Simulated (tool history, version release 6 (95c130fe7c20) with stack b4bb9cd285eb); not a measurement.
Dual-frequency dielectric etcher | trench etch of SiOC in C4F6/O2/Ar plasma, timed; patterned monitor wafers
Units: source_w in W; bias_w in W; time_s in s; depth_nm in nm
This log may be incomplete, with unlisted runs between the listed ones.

{"run": 1, "hour": 0.0, "source_w": 340, "bias_w": 200, "time_s": 23.5, "depth_nm": 43.493}
{"run": 2, "hour": 6.1, "source_w": 340, "bias_w": 236, "time_s": 23.5, "depth_nm": 46.474}
{"run": 3, "hour": 10.8, "source_w": 370, "bias_w": 236, "time_s": 23.5, "depth_nm": 48.079}
{"run": 4, "hour": 13.8, "source_w": 330, "bias_w": 231, "time_s": 23.5, "depth_nm": 45.425}
{"run": 5, "hour": 21.9, "source_w": 300, "bias_w": 229, "time_s": 23.5, "depth_nm": 43.419}
{"run": 6, "hour": 30.1, "source_w": 280, "bias_w": 228, "time_s": 23.5, "depth_nm": 42.375}
{"run": 7, "hour": 38.2, "source_w": 270, "bias_w": 227, "time_s": 23.5, "depth_nm": 41.646}

The next listed run, before its measurement:
{"run": 8, "hour": 40.2, "source_w": 260, "bias_w": 226, "time_s": 23.5, "depth_nm": "?"}

depth_nm: 41.053 nm

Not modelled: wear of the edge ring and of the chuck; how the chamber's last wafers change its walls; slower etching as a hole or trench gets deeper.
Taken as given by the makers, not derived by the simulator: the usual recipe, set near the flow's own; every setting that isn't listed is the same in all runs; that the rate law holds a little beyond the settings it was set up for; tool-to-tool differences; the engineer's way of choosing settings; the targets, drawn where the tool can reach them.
